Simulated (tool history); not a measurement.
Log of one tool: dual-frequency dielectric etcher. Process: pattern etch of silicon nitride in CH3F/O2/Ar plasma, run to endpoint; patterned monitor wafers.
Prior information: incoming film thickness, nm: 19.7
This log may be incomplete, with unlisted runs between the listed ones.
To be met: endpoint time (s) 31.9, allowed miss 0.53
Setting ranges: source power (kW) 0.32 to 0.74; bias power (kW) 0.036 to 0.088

run 1 hour=0 | source_power_(kW)=0.53 bias_power_(kW)=0.062 | endpoint_time_(s)=26.868
run 2 hour=3 | source_power_(kW)=0.53 bias_power_(kW)=0.07 | endpoint_time_(s)=26.086
run 3 hour=10.1 | source_power_(kW)=0.58 bias_power_(kW)=0.07 | endpoint_time_(s)=24.872
run 4 hour=14.2 | source_power_(kW)=0.5 bias_power_(kW)=0.067 | endpoint_time_(s)=27.236
run 5 hour=17.1 | source_power_(kW)=0.43 bias_power_(kW)=0.067 | endpoint_time_(s)=29.047
run 6 hour=24.7 | source_power_(kW)=0.43 bias_power_(kW)=0.062 | endpoint_time_(s)=29.605
run 7 hour=26.9 | source_power_(kW)=0.41 bias_power_(kW)=0.062 | endpoint_time_(s)=30.347
run 8 hour=32.4 | source_power_(kW)=0.35 bias_power_(kW)=0.061 | endpoint_time_(s)=32.78

Below are 4 possible settings for the next run. Only one of them brings all results inside the allowed miss of their targets. Which is it?
run A hour=37.9 | source_power_(kW)=0.36 bias_power_(kW)=0.051 | endpoint_time_(s)=?
run B hour=37.9 | source_power_(kW)=0.36 bias_power_(kW)=0.055 | endpoint_time_(s)=?
run C hour=37.9 | source_power_(kW)=0.33 bias_power_(kW)=0.064 | endpoint_time_(s)=?
run D hour=37.9 | source_power_(kW)=0.36 bias_power_(kW)=0.069 | endpoint_time_(s)=?

move=A endpoint_time_(s)=33.266
move=B endpoint_time_(s)=32.85
move=C endpoint_time_(s)=33.455
move=D endpoint_time_(s)=31.517
A: its largest miss is bigger than the last run's
B: its largest miss is bigger than the last run's
C: its largest miss is bigger than the last run's
D: all results land within tolerance of their targets
The right move is D.
